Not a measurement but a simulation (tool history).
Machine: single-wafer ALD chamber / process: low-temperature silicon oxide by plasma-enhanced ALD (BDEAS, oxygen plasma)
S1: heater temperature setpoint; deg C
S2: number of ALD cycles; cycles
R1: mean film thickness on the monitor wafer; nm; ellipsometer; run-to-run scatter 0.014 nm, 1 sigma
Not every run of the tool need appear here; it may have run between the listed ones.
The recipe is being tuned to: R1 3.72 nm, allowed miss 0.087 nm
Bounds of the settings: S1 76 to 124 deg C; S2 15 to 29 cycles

run	day	S1	S2	R1
1	0	100	22	3.0968
2	0.221	99	22	3.1346
3	0.358	89	22	3.2473
4	0.546	96	22	3.1479
5	0.671	95	22	3.1646
6	0.742	103	22	3.0816
7	1.092	102	22	3.1173
8	1.446	101	22	3.114
9	1.633	100	22	3.1182
10	1.954	99	22	3.1204
11	2.138	98	22	3.1532

4 next moves are on the table. One of them brings every result within its allowed miss. Which?
A	2.321	97	26	?
B	2.321	97	28	?
C	2.321	83	26	?
D	2.321	100	28	?

move	R1
A	3.715
B	4.0007
C	3.8899
D	3.9604
A: every result lands within tolerance
B: takes the biggest miss from the last run beyond its target
C: takes the biggest miss from the last run beyond its target
D: takes the biggest miss from the last run beyond its target
Correct choice: A, which meets every target
